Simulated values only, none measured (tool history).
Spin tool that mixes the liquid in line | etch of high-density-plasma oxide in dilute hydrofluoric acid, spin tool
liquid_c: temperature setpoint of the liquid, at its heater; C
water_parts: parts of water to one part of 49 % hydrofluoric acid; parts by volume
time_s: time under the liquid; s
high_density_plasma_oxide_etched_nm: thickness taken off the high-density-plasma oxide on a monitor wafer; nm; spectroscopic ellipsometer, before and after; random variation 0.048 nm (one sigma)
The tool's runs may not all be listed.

| run | hour | liquid_c | water_parts | time_s | high_density_plasma_oxide_etched_nm |
|---|---|---|---|---|---|
| 1 | 0 | 22 | 245 | 295 | 8.9559 |
| 2 | 4.9 | 20.5 | 245 | 295 | 8.4015 |
| 3 | 5.7 | 17 | 245 | 295 | 7.2077 |
| 4 | 14 | 17 | 175 | 295 | 11.19 |
|  | 17 | thermometer replaced |
| 5 | 17 | 17 | 220 | 295 | 7.8218 |
| 6 | 25.8 | 17 | 245 | 295 | 6.7187 |

The next listed run, before its measurement:
| 7 | 32.2 | 17 | 245 | 295 | ? |

Run 7 gave high_density_plasma_oxide_etched_nm 6.7519 nm.
